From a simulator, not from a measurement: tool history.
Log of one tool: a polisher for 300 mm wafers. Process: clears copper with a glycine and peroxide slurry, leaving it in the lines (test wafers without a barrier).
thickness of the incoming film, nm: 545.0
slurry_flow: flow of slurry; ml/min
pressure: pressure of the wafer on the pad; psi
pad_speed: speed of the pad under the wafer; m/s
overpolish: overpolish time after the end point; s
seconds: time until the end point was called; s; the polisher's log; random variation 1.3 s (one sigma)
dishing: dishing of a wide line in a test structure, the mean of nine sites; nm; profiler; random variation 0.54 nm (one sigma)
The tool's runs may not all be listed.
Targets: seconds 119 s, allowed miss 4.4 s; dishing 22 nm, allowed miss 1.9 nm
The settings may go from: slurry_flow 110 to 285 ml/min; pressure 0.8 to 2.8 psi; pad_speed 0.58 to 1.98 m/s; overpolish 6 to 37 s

run,day,slurry_flow,pressure,pad_speed,overpolish,seconds,dishing
1,0,180,1.8,1.28,19,110.08,58.982
2,0.371,160,1.5,1.48,15,114.19,50.284
3,0.521,205,1.4,1.46,12,117.71,40.276
4,0.821,230,1.2,1.54,10,122.66,32.542
5,1.15,230,1.2,1.54,6,124.54,21.148
6,1.183,230,1.2,1.86,6,108.55,23.792
7,1.325,230,1.1,1.88,6,113.14,22.365
8,1.538,230,1.1,1.88,6,113.99,21.618
9,1.579,225,1.1,1.88,6,112.8,22.527

Which of these 4 next moves meets every target?
A,1.621,225,1.1,1.88,7,?,?
B,1.621,175,1.2,1.94,6,?,?
C,1.621,215,1.1,1.98,6,?,?
D,1.621,215,1.1,1.82,6,?,?

move,seconds,dishing
A,113.03,26.017
B,106.34,24.077
C,109,23.468
D,116.46,22.177
A: further off than the last run
B: further off than the last run
C: further off than the last run
D: meets every target
Answer: D

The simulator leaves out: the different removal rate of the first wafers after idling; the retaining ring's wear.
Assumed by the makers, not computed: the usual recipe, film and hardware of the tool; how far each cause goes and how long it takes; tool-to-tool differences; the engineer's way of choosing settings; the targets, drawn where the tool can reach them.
